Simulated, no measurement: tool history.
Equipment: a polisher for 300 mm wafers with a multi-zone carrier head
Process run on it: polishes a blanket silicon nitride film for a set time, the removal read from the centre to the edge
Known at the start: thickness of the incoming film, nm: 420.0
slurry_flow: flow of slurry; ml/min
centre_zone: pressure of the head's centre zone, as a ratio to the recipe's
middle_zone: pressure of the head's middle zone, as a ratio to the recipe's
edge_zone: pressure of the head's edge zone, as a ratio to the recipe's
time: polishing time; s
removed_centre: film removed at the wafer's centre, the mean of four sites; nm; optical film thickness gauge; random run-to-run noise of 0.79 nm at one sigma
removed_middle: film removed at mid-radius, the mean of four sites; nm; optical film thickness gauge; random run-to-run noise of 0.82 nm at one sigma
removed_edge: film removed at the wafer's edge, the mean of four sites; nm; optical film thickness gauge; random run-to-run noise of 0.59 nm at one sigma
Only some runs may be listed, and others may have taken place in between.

run  hour  slurry_flow  centre_zone  middle_zone  edge_zone  time  removed_centre  removed_middle  removed_edge
  1     0          205            1            1          1    81          119.67          122.85        122.62
  2   7.8          245            1            1          1    81          124.15          124.53        124.71
  3   8.9          230         0.95            1       0.96    73          105.71          112.46        110.94
  4    10          230         0.95            1       1.04    73          107.59          111.46        114.45
  5  11.4          215         0.91         1.01       0.99    66          90.152           100.6        100.44
  6  16.2          200         0.89         1.02       0.95    63          83.793          96.251        93.516
  7  22.8          185         0.87         1.03       0.92    61          77.801          93.377        87.265
  8  30.5          175         0.85         1.03        0.9    60          74.211          91.738        85.989

Estimate the outcome of run 9 from the log above:
  9  32.9          170         0.84         1.03       0.88    59               ?               ?             ?

removed_centre: 71.362 nm
removed_middle: 90.415 nm
removed_edge: 82.346 nm

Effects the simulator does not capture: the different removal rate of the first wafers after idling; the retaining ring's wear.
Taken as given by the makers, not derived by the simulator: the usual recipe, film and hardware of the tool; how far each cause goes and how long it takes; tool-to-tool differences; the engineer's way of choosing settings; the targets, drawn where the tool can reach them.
